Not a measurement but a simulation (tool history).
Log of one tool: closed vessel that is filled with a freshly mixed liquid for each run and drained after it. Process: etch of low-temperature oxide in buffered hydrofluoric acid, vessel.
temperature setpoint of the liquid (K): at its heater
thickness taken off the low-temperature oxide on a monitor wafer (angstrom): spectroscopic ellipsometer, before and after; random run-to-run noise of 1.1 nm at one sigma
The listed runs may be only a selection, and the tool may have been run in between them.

| run | day | temperature setpoint of the liquid (K) | parts of 40 % ammonium fluoride to one part of 49 % hydrofluoric acid (parts by volume) | time in the liquid (s) | thickness taken off the low-temperature oxide on a monitor wafer (angstrom) |
|---|---|---|---|---|---|
| 1 | 0.000 | 295.15 | 15.5 | 105 | 3059.5 |
| 2 | 0.283 | 296.65 | 15.5 | 105 | 3276.2 |
| 3 | 0.646 | 296.65 | 12.0 | 105 | 4255.1 |
| 4 | 0.700 | 298.15 | 12.0 | 105 | 4644.7 |
| 5 | 0.871 | 298.15 | 12.0 | 110 | 4829.6 |
| 6 | 0.962 | 295.15 | 12.0 | 110 | 4084.6 |
| 7 | 1.267 | 293.65 | 14.0 | 110 | 3239.4 |
| 8 | 1.392 | 292.65 | 15.0 | 110 | 2874.0 |

Run 9, settings as shown, results not yet in. Your forecast:
| 9 | 1.508 | 290.15 | 20.0 | 110 | ? |

{"run 9": {"thickness taken off the low-temperature oxide on a monitor wafer (angstrom)": 1870.7}}

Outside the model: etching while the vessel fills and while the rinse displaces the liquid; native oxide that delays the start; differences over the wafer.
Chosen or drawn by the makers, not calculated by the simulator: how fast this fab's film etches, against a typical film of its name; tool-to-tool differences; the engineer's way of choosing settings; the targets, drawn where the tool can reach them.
